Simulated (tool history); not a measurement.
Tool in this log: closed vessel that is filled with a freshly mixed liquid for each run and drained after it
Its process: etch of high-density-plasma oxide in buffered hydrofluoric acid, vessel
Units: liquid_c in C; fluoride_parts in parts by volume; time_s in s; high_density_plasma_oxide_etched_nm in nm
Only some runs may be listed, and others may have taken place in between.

run  hour  liquid_c  fluoride_parts  time_s  high_density_plasma_oxide_etched_nm
  1     0        22            17.5      95                               93.176
  2   6.5        22            17.5      95                               95.351
  3  10.4        21            17.5      95                               88.911
  4  12.2        20            17.5      95                               84.032
  5  17.3        20            17.5      95                               84.737
  6  18.1        20              13      95                               113.06
  7  21.7        19              14      95                               98.655
  8    24      18.5            14.5      95                               94.418
  9  24.9        17            17.5      95                               70.594

Run 10, settings as shown, results not yet in. Your forecast:
 10  33.1      17.5            17.5      95                                    ?

{"run 10": {"high_density_plasma_oxide_etched_nm": 72.436}}
